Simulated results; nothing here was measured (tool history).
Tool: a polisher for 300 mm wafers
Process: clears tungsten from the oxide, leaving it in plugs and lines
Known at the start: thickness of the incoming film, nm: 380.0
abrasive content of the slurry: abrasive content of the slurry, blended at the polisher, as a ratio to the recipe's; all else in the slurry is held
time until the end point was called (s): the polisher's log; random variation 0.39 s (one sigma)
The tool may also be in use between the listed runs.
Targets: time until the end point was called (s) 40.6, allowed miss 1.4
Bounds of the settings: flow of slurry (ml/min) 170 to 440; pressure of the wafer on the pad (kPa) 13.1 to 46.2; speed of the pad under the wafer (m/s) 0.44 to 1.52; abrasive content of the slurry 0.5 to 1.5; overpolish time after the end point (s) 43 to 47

run,hour,flow of slurry (ml/min),pressure of the wafer on the pad (kPa),speed of the pad under the wafer (m/s),abrasive content of the slurry,overpolish time after the end point (s),time until the end point was called (s)
1,0,280,29.6,0.98,1,43,71.193
2,3.3,280,33.1,0.98,1,43,65.45
3,3.9,280,33.1,0.98,1,43,64.672
4,9,280,35.9,1,1,43,58.518
5,13,280,35.9,1,1,47,59.278
6,18.5,280,35.9,1,1,43,58.39
7,22.8,280,37.9,1.02,1,43,53.358
8,29.1,285,46.2,1.04,1,43,44.215
9,36,285,46.2,1.06,1,43,43.711
10,41.7,285,46.2,1.08,1,43,41.865

Which of these 4 next moves meets every target?
A,47.4,265,46.2,1.08,0.85,43,?
B,47.4,330,46.2,1.04,1,44,?
C,47.4,260,44.1,1.22,0.9,43,?
D,47.4,260,46.2,1.18,0.6,47,?

move,time until the end point was called (s)
A,44.431
B,43.677
C,40.733
D,44.478
A: further off than the last run
B: further off than the last run
C: meets every target
D: further off than the last run
Answer: C
